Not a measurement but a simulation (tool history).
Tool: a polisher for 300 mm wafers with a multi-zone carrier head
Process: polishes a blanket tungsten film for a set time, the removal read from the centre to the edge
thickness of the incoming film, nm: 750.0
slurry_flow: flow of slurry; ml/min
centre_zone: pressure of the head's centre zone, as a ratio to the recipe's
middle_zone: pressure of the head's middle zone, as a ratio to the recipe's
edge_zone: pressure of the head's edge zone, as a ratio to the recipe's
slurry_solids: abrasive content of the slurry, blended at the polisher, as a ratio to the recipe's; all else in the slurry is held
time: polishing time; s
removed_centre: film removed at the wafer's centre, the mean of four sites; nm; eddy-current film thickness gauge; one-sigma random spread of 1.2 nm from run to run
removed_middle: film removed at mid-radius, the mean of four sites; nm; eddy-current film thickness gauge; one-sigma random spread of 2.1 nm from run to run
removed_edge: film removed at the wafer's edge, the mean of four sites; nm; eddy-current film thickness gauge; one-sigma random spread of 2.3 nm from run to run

run 1 day=0 | slurry_flow=235 centre_zone=1 middle_zone=1 edge_zone=1 slurry_solids=1 time=38 | removed_centre=278.64 removed_middle=251.08 removed_edge=253.72
run 2 day=0.146 | slurry_flow=220 centre_zone=0.94 middle_zone=1.02 edge_zone=0.96 slurry_solids=0.85 time=36 | removed_centre=237.23 removed_middle=239.74 removed_edge=226.52
run 3 day=0.379 | slurry_flow=220 centre_zone=0.94 middle_zone=1.02 edge_zone=0.9 slurry_solids=0.85 time=36 | removed_centre=238.46 removed_middle=239.3 removed_edge=223.4
run 4 day=0.475 | slurry_flow=220 centre_zone=0.94 middle_zone=1.02 edge_zone=0.9 slurry_solids=0.85 time=40 | removed_centre=265.16 removed_middle=263.97 removed_edge=246.27
run 5 day=0.838 | slurry_flow=210 centre_zone=0.9 middle_zone=1.01 edge_zone=0.89 slurry_solids=0.75 time=37 | removed_centre=226.81 removed_middle=238.86 removed_edge=216.46
run 6 day=0.954 | slurry_flow=255 centre_zone=0.9 middle_zone=1.01 edge_zone=0.89 slurry_solids=0.75 time=37 | removed_centre=233.28 removed_middle=237.15 removed_edge=227.23
run 7 day=1.221 | slurry_flow=235 centre_zone=0.87 middle_zone=1 edge_zone=0.89 slurry_solids=0.65 time=35 | removed_centre=206.19 removed_middle=220.62 removed_edge=207.84

What does the tool deliver on the next run?
-- day=1.525 centre zone pressure recalibrated
run 8 day=1.525 | slurry_flow=215 centre_zone=0.85 middle_zone=0.99 edge_zone=0.88 slurry_solids=0.6 time=34 | removed_centre=? removed_middle=? removed_edge=?

removed_centre: 177.65 nm
removed_middle: 210.31 nm
removed_edge: 194.59 nm
